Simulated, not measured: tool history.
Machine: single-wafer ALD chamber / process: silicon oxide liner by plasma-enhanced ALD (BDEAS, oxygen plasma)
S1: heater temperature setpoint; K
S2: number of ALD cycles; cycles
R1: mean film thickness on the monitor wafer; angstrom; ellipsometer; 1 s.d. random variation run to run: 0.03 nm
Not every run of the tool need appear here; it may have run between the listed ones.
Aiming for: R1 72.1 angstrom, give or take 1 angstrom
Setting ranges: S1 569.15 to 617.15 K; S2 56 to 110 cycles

run,hour,S1,S2,R1
1,0,593.15,83,79.512
2,3.5,593.15,88,83.846
3,12.1,593.15,81,77.177
4,18.3,594.15,80,75.966
5,21.3,596.15,79,74.697
6,29.8,598.15,79,74.412
7,35.1,600.15,79,74.416
8,37.8,601.15,78,73.479

Which one of the following 5 next-run settings gets every result inside its allowed miss? There is exactly one.
A,40.5,609.15,80,?
B,40.5,606.15,77,?
C,40.5,599.15,74,?
D,40.5,606.15,79,?
E,40.5,604.15,79,?

move,R1
A,74.951
B,72.42
C,70.225
D,74.301
E,74.492
A: moves away from the targets compared with the last run
B: each result inside its tolerance
C: takes the biggest miss from the last run beyond its target
D: moves away from the targets compared with the last run
E: moves away from the targets compared with the last run
The right move is B.

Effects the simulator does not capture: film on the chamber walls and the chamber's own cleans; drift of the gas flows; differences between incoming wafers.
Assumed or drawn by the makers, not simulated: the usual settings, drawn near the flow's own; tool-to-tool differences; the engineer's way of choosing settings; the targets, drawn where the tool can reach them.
